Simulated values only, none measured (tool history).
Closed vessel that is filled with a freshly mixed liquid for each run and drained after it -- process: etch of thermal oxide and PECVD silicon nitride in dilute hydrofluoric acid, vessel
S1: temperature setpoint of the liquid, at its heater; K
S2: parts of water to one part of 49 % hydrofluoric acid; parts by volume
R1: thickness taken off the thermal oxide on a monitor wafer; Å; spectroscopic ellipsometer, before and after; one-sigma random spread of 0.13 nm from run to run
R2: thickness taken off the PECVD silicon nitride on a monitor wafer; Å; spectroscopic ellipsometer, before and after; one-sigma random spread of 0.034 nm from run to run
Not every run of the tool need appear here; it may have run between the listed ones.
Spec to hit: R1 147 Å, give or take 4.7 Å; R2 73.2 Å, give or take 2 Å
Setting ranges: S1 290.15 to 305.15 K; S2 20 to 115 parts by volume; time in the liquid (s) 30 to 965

{"run": 1, "hour": 0.0, "S1": 297.15, "S2": 65, "time in the liquid (s)": 495, "R1": 342.37, "R2": 176.02}
{"run": 2, "hour": 6.8, "S1": 297.15, "S2": 45, "time in the liquid (s)": 495, "R1": 510.12, "R2": 251.68}
{"run": 3, "hour": 15.4, "S1": 297.15, "S2": 55, "time in the liquid (s)": 495, "R1": 411.46, "R2": 209.51}
{"run": 4, "hour": 23.6, "S1": 300.65, "S2": 55, "time in the liquid (s)": 495, "R1": 472.74, "R2": 262.93}
{"run": 5, "hour": 28.6, "S1": 300.65, "S2": 45, "time in the liquid (s)": 495, "R1": 586.07, "R2": 318.63}
{"run": 6, "hour": 30.1, "S1": 297.15, "S2": 45, "time in the liquid (s)": 495, "R1": 510.47, "R2": 252.44}
{"run": 7, "hour": 32.3, "S1": 295.65, "S2": 60, "time in the liquid (s)": 500, "R1": 358.31, "R2": 172.89}
{"hour": 37.7, "done": "thermometer replaced"}
{"run": 8, "hour": 37.7, "S1": 295.15, "S2": 75, "time in the liquid (s)": 505, "R1": 294.01, "R2": 150.34}
{"run": 9, "hour": 46.4, "S1": 293.65, "S2": 85, "time in the liquid (s)": 505, "R1": 242.22, "R2": 120.31}

Consider the 4 candidate settings below. Which is the only one whose results all fall within their allowed miss of target?
{"run": "A", "hour": 55.1, "S1": 290.15, "S2": 95, "time in the liquid (s)": 390, "R1": "?", "R2": "?"}
{"run": "B", "hour": 55.1, "S1": 293.15, "S2": 95, "time in the liquid (s)": 355, "R1": "?", "R2": "?"}
{"run": "C", "hour": 55.1, "S1": 292.15, "S2": 100, "time in the liquid (s)": 525, "R1": "?", "R2": "?"}
{"run": "D", "hour": 55.1, "S1": 299.15, "S2": 110, "time in the liquid (s)": 355, "R1": "?", "R2": "?"}

move=A R1=143.78 R2=65.424
move=B R1=148.34 R2=73.258
move=C R1=198.87 R2=96.24
move=D R1=159.88 R2=94.432
A: takes the biggest miss from the last run beyond its target
B: in spec on every target
C: an improvement on the last run, though not all results are within tolerance
D: an improvement on the last run, though not all results are within tolerance
So the answer is move B, the one that meets all the targets.

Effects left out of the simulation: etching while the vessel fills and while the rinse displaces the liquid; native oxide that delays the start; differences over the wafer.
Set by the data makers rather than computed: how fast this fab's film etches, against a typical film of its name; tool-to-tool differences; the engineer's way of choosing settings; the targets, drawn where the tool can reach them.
